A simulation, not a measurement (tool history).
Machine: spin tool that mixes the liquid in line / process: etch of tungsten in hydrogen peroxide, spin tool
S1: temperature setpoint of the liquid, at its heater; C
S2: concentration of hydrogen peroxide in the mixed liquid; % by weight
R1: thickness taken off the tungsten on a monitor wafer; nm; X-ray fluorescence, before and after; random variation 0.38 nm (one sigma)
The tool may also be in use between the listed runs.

Run 1, hour 0: S1 55 C, S2 24 % by weight, time under the liquid (s) 45. Result: R1 83.575 nm.
Run 2, hour 2.5: S1 55 C, S2 19 % by weight, time under the liquid (s) 45. Result: R1 74.882 nm.
Run 3, hour 9.6: S1 62 C, S2 19 % by weight, time under the liquid (s) 45. Result: R1 111.59 nm.
Run 4, hour 18.6: S1 66 C, S2 19 % by weight, time under the liquid (s) 45. Result: R1 141.48 nm.
Run 5, hour 20.6: S1 63 C, S2 19 % by weight, time under the liquid (s) 45. Result: R1 118.02 nm.
Run 6, hour 25: S1 63 C, S2 19 % by weight, time under the liquid (s) 45. Result: R1 117.63 nm.
Run 7, hour 32.3: S1 60.5 C, S2 19 % by weight, time under the liquid (s) 45. Result: R1 102.17 nm.
Run 8, hour 37.1: S1 58.5 C, S2 19 % by weight, time under the liquid (s) 45. Result: R1 92.777 nm.
At hour 38.3: new drum of peroxide connected.
Run 9, hour 38.3: S1 56.5 C, S2 19 % by weight, time under the liquid (s) 45. Result: R1 84.16 nm.
Run 10, hour 44.2: S1 55 C, S2 19 % by weight, time under the liquid (s) 45. Result: R1 77.84 nm.
Run 11, hour 52.1: S1 53.5 C, S2 19 % by weight, time under the liquid (s) 45. Result: R1 70.956 nm.

The next listed run, before its measurement:
Run 12, hour 52.6: S1 47 C, S2 19 % by weight, time under the liquid (s) 45. Result: R1 ?.

R1: 47.643 nm
